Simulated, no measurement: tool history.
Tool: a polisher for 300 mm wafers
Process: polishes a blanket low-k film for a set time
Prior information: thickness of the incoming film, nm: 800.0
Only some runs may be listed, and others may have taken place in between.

run    day  flow of slurry (ml/min)  pressure of the wafer on the pad (kPa)  speed of the pad under the wafer (cm/s)  abrasive content of the slurry  polishing time (s)  film removed (nm)
  1  0.000                      145                                    13.1                                      122                             1.0                  98             46.872
  2  0.225                      145                                    13.8                                      122                             1.0                  98             48.125
  3  0.442                      145                                    14.5                                      122                             1.0                  98             50.381
  4  0.592                      175                                    14.5                                      122                             1.0                  98             51.667
  5  0.767                      175                                    15.2                                      122                             1.0                  98             54.936
  6  1.012                      175                                    15.2                                      100                             1.0                  98             46.651
  7  1.362                      175                                    15.9                                      100                             1.0                  98             48.356

Run 8 has not been measured yet. What should we expect?
  8  1.729                      175                                    16.5                                      100                             1.0                  98                  ?

film removed (nm): 52.468
